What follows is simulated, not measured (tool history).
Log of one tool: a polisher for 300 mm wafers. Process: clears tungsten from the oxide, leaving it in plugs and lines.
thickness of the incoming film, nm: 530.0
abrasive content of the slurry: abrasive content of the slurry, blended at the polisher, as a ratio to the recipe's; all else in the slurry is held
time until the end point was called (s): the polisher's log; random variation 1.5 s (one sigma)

run	hour	flow of slurry (ml/min)	pressure of the wafer on the pad (psi)	speed of the pad under the wafer (cm/s)	abrasive content of the slurry	overpolish time after the end point (s)	time until the end point was called (s)
1	0.0	315	3.2	118	1.00	48	98.669
2	2.2	315	3.2	144	1.00	48	86.627
3	9.8	315	3.7	144	1.00	48	76.348
4	13.8	315	3.7	144	1.15	48	74.468
5	17.1	370	3.7	144	1.15	48	73.073
6	25.4	370	3.7	144	1.15	51	72.344

Forecast run 7:
7	31.0	370	3.2	142	1.15	51	?

time until the end point was called (s): 83.790

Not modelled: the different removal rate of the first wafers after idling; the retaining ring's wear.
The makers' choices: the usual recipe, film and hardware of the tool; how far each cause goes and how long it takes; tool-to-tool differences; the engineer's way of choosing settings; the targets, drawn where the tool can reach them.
